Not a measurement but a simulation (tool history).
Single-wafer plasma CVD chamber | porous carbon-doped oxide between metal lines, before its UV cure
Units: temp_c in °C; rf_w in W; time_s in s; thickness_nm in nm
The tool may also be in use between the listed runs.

run,hour,temp_c,rf_w,time_s,thickness_nm
1,0,325,610,27.3,141.62
2,8.3,331,610,27.3,137.82
3,16.3,331,610,28.2,141.56
4,18.1,333,605,28.2,140.54
5,23.6,343,605,28.2,135.14
6,24.5,344,600,28.2,133.53
7,30.6,344,595,28.2,133.69

The next listed run, before its measurement:
8,32.2,344,590,28.2,?

thickness_nm: 132.14 nm

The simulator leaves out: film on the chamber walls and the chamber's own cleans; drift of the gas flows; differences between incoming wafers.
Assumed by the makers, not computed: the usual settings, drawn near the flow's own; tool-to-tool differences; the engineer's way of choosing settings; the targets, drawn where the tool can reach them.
